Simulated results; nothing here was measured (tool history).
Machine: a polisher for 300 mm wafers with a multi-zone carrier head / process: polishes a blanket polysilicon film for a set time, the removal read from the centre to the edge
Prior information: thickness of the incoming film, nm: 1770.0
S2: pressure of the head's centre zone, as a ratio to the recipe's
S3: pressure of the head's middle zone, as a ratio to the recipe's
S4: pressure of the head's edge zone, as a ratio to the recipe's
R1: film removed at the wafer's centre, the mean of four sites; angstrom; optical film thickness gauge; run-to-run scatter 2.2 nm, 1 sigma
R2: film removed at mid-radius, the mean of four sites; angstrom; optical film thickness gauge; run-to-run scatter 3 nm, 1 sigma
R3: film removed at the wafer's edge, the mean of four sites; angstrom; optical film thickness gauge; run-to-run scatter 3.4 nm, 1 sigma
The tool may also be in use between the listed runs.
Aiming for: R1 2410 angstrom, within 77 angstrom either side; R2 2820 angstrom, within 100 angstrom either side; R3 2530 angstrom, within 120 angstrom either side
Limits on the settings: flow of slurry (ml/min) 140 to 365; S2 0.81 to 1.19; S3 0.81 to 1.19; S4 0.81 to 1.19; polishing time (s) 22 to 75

{"run": 1, "day": 0.0, "flow of slurry (ml/min)": 235, "S2": 1, "S3": 1, "S4": 1, "polishing time (s)": 48, "R1": 3816, "R2": 3857.9, "R3": 3855.4}
{"run": 2, "day": 0.129, "flow of slurry (ml/min)": 235, "S2": 0.98, "S3": 1.01, "S4": 0.97, "polishing time (s)": 45, "R1": 3559.9, "R2": 3700.5, "R3": 3539.6}
{"run": 3, "day": 0.362, "flow of slurry (ml/min)": 230, "S2": 0.95, "S3": 1, "S4": 0.95, "polishing time (s)": 42, "R1": 3244.3, "R2": 3318.8, "R3": 3206.6}
{"run": 4, "day": 0.542, "flow of slurry (ml/min)": 230, "S2": 0.88, "S3": 1, "S4": 0.95, "polishing time (s)": 42, "R1": 2983.5, "R2": 3380.6, "R3": 3314.5}
{"run": 5, "day": 0.908, "flow of slurry (ml/min)": 195, "S2": 0.88, "S3": 1, "S4": 0.95, "polishing time (s)": 42, "R1": 2922.2, "R2": 3292.3, "R3": 3311.8}
{"run": 6, "day": 1.146, "flow of slurry (ml/min)": 205, "S2": 0.87, "S3": 1.01, "S4": 0.93, "polishing time (s)": 40, "R1": 2752.6, "R2": 3199.1, "R3": 3085.2}
{"run": 7, "day": 1.171, "flow of slurry (ml/min)": 205, "S2": 0.87, "S3": 1.01, "S4": 0.93, "polishing time (s)": 40, "R1": 2724.3, "R2": 3220, "R3": 3017.5}
{"run": 8, "day": 1.342, "flow of slurry (ml/min)": 200, "S2": 0.86, "S3": 1, "S4": 0.91, "polishing time (s)": 39, "R1": 2707.3, "R2": 3097.7, "R3": 2933.1}
{"run": 9, "day": 1.467, "flow of slurry (ml/min)": 195, "S2": 0.85, "S3": 1, "S4": 0.89, "polishing time (s)": 38, "R1": 2543.6, "R2": 3065.6, "R3": 2826}
{"run": 10, "day": 1.817, "flow of slurry (ml/min)": 195, "S2": 0.85, "S3": 0.99, "S4": 0.88, "polishing time (s)": 38, "R1": 2533.6, "R2": 2967.2, "R3": 2827.3}
{"run": 11, "day": 2.0, "flow of slurry (ml/min)": 195, "S2": 0.85, "S3": 0.99, "S4": 0.87, "polishing time (s)": 37, "R1": 2489.2, "R2": 2905.8, "R3": 2753.9}
{"run": 12, "day": 2.35, "flow of slurry (ml/min)": 195, "S2": 0.85, "S3": 0.99, "S4": 0.86, "polishing time (s)": 37, "R1": 2479.6, "R2": 2908.4, "R3": 2726.2}

Of the 5 settings listed for the next run, only one would bring every result within its allowed miss of target. Which one?
{"run": "A", "day": 2.7, "flow of slurry (ml/min)": 185, "S2": 1.04, "S3": 1.05, "S4": 0.81, "polishing time (s)": 31, "R1": "?", "R2": "?", "R3": "?"}
{"run": "B", "day": 2.7, "flow of slurry (ml/min)": 215, "S2": 0.88, "S3": 0.94, "S4": 0.86, "polishing time (s)": 34, "R1": "?", "R2": "?", "R3": "?"}
{"run": "C", "day": 2.7, "flow of slurry (ml/min)": 175, "S2": 0.85, "S3": 0.99, "S4": 0.81, "polishing time (s)": 33, "R1": "?", "R2": "?", "R3": "?"}
{"run": "D", "day": 2.7, "flow of slurry (ml/min)": 140, "S2": 0.87, "S3": 0.94, "S4": 0.81, "polishing time (s)": 36, "R1": "?", "R2": "?", "R3": "?"}
{"run": "E", "day": 2.7, "flow of slurry (ml/min)": 145, "S2": 0.9, "S3": 1.06, "S4": 0.87, "polishing time (s)": 35, "R1": "?", "R2": "?", "R3": "?"}

move=A R1=2524.4 R2=2495.1 R3=2177.5
move=B R1=2402.3 R2=2567.1 R3=2473.7
move=C R1=2208.3 R2=2534.6 R3=2310.2
move=D R1=2398.8 R2=2604.9 R3=2479.8
move=E R1=2419.2 R2=2769.1 R3=2482.3
A: carries the result that was furthest off beyond its target, to the other side
B: brings the result that was furthest off to its target, and leaves another outside
C: carries the result that was furthest off beyond its target, to the other side
D: brings the result that was furthest off to its target, and leaves another outside
E: in spec on every target
Answer: E
